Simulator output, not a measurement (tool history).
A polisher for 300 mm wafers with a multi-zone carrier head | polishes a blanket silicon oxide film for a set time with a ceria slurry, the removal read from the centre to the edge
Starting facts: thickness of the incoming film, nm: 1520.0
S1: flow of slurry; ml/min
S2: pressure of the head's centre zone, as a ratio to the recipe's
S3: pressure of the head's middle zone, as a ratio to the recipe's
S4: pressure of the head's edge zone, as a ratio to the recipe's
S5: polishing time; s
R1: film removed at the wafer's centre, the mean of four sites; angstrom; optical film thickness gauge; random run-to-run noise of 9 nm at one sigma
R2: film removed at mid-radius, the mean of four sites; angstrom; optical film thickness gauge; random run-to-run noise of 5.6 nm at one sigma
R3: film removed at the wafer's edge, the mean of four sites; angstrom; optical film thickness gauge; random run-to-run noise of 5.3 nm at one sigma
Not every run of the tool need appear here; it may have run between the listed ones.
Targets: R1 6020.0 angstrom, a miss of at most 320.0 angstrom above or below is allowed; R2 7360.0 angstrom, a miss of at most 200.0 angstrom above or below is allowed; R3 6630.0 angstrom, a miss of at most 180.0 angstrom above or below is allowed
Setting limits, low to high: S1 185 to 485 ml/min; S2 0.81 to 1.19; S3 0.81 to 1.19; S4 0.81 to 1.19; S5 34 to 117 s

{"run": 1, "hour": 0.0, "S1": 310, "S2": 1.0, "S3": 1.0, "S4": 1.0, "S5": 75, "R1": 5225.4, "R2": 5029.1, "R3": 5047.6}
{"run": 2, "hour": 6.6, "S1": 310, "S2": 1.0, "S3": 1.0, "S4": 1.0, "S5": 68, "R1": 4763.0, "R2": 4589.0, "R3": 4551.0}
{"run": 3, "hour": 11.9, "S1": 320, "S2": 0.99, "S3": 1.04, "S4": 1.02, "S5": 72, "R1": 4994.5, "R2": 5029.0, "R3": 4832.3}
{"run": 4, "hour": 19.2, "S1": 320, "S2": 0.97, "S3": 1.06, "S4": 1.04, "S5": 76, "R1": 5222.0, "R2": 5403.2, "R3": 5199.7}
{"run": 5, "hour": 21.9, "S1": 350, "S2": 0.97, "S3": 1.06, "S4": 1.04, "S5": 76, "R1": 5162.5, "R2": 5393.0, "R3": 5212.9}
{"run": 6, "hour": 23.6, "S1": 350, "S2": 0.96, "S3": 1.08, "S4": 1.05, "S5": 79, "R1": 5414.7, "R2": 5803.8, "R3": 5406.8}
{"run": 7, "hour": 27.1, "S1": 370, "S2": 0.86, "S3": 1.13, "S4": 1.15, "S5": 93, "R1": 5662.9, "R2": 7115.2, "R3": 6728.2}
{"run": 8, "hour": 28.8, "S1": 375, "S2": 0.87, "S3": 1.14, "S4": 1.14, "S5": 93, "R1": 5811.4, "R2": 7137.2, "R3": 6641.3}

Which single option among these 5 for the next run brings every result within its allowed miss of target? Just one does.
{"run": "A", "hour": 30.5, "S1": 340, "S2": 0.89, "S3": 1.16, "S4": 1.08, "S5": 96, "R1": "?", "R2": "?", "R3": "?"}
{"run": "B", "hour": 30.5, "S1": 400, "S2": 1.02, "S3": 1.15, "S4": 1.06, "S5": 95, "R1": "?", "R2": "?", "R3": "?"}
{"run": "C", "hour": 30.5, "S1": 420, "S2": 0.85, "S3": 1.12, "S4": 1.17, "S5": 90, "R1": "?", "R2": "?", "R3": "?"}
{"run": "D", "hour": 30.5, "S1": 340, "S2": 0.98, "S3": 1.14, "S4": 1.16, "S5": 90, "R1": "?", "R2": "?", "R3": "?"}
{"run": "E", "hour": 30.5, "S1": 485, "S2": 0.93, "S3": 1.16, "S4": 1.18, "S5": 89, "R1": "?", "R2": "?", "R3": "?"}

move=A R1=6196.5 R2=7317.2 R3=6681.2
move=B R1=7123.6 R2=7264.4 R3=6608.6
move=C R1=5633.9 R2=6753.6 R3=6602.3
move=D R1=6400.9 R2=6753.8 R3=6497.9
move=E R1=6160.6 R2=6940.3 R3=6598.8
A: every result lands within tolerance
B: gets the furthest-off result to its target, but another result is out of tolerance
C: lands further from the targets than the last run did
D: lands further from the targets than the last run did
E: lands further from the targets than the last run did
The right move is A.
